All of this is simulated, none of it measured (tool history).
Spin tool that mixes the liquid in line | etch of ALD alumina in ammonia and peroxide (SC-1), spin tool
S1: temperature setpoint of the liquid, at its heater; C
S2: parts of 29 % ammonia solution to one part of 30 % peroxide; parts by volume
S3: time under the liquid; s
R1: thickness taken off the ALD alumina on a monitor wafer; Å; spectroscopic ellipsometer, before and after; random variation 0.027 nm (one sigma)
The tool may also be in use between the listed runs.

run  hour    S1    S2  S3      R1
  1   0.0  53.0  0.65  45  22.262
  2   6.2  54.5  0.65  45  23.684
  3  12.9  54.5  0.65  45  23.961
  4  13.8  54.5  0.65  45  23.743
  5  20.5  54.5  0.65  25  13.284
  6  26.3  54.5  0.75  25  13.396
  7  32.1  57.5  0.70  25  15.696
  8  34.1  59.5  0.60  25  17.022
  9  37.0  67.5  0.85  45  47.432
 10  44.7  66.5  0.85  45  44.953
 11  48.7  65.5  0.85  45  43.279
 12  49.9  65.0  0.85  45  41.971
 13  55.4  64.5  0.85  45  41.028
 14  58.5  64.0  0.85  45  40.150

The next listed run, before its measurement:
 15  61.7  63.5  0.85  45   ?

Run 15 gave R1 38.755 Å.
